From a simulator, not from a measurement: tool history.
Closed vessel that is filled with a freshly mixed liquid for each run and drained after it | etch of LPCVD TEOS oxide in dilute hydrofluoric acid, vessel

run  hour  temperature setpoint of the liquid (K)  parts of water to one part of 49 % hydrofluoric acid (parts by volume)  time in the liquid (s)  thickness taken off the LPCVD TEOS oxide on a monitor wafer (angstrom)
  1   0.0                                  296.15                                                                     215                      30                                                                  43.617
  2   3.3                                  295.65                                                                     225                      30                                                                  40.985
  3   7.6                                  295.65                                                                     275                      30                                                                  31.838
  4  15.8                                  295.65                                                                     210                      30                                                                  44.222
  5  20.6                                  295.65                                                                     165                      30                                                                  59.250
  6  21.5                                  295.15                                                                     180                      30                                                                  51.810

Forecast run 7:
  7  22.3                                  294.65                                                                     195                      30                                                                       ?

{"run 7": {"thickness taken off the LPCVD TEOS oxide on a monitor wafer (angstrom)": 46.553}}

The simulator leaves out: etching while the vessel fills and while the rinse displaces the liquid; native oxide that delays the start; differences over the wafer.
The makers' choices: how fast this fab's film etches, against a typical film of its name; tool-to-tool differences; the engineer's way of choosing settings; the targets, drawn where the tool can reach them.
